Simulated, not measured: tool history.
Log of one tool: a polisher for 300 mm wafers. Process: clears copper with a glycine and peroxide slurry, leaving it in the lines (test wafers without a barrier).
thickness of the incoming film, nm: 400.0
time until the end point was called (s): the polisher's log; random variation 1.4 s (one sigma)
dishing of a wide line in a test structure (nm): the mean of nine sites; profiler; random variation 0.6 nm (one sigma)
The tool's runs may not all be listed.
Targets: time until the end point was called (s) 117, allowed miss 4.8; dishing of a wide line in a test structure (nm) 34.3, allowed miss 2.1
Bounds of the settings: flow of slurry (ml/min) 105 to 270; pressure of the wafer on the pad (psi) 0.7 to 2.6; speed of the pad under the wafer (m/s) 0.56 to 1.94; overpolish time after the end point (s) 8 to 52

run  hour  flow of slurry (ml/min)  pressure of the wafer on the pad (psi)  speed of the pad under the wafer (m/s)  overpolish time after the end point (s)  time until the end point was called (s)  dishing of a wide line in a test structure (nm)
  1     0                      175                                     1.6                                    1.24                                       26                                   119.96                                            42.88
  2     7                      175                                     1.6                                    1.24                                       25                                   116.92                                           43.253
  3   7.8                      175                                     1.9                                    1.24                                       25                                   104.35                                           46.024
  4  10.1                      175                                     1.9                                    1.24                                       16                                   103.86                                            35.11
  5  11.3                      175                                     2.3                                    1.24                                       16                                   88.312                                           39.303
  6  19.6                      175                                     2.2                                    1.24                                       16                                   93.318                                           37.652
  7  25.3                      175                                     2.1                                    1.24                                       16                                   94.488                                           35.704
  8    32                      170                                     1.8                                    1.22                                       18                                   109.77                                           37.388

4 next moves are on the table. One of them brings every result within its allowed miss. Which?
  A  38.7                      185                                     1.8                                       1                                       19                                        ?                                                ?
  B  38.7                      105                                     1.8                                    1.08                                       24                                        ?                                                ?
  C  38.7                      160                                     1.7                                     1.1                                       23                                        ?                                                ?
  D  38.7                      140                                     1.4                                     1.5                                       18                                        ?                                                ?

move  time until the end point was called (s)  dishing of a wide line in a test structure (nm)
   A                                   128.31                                           34.521
   B                                   129.69                                           39.869
   C                                   126.72                                           39.316
   D                                   117.76                                           34.338
A: takes the result that was furthest off past its target
B: takes the result that was furthest off past its target
C: takes the result that was furthest off past its target
D: meets every target
Move D is the one to make.
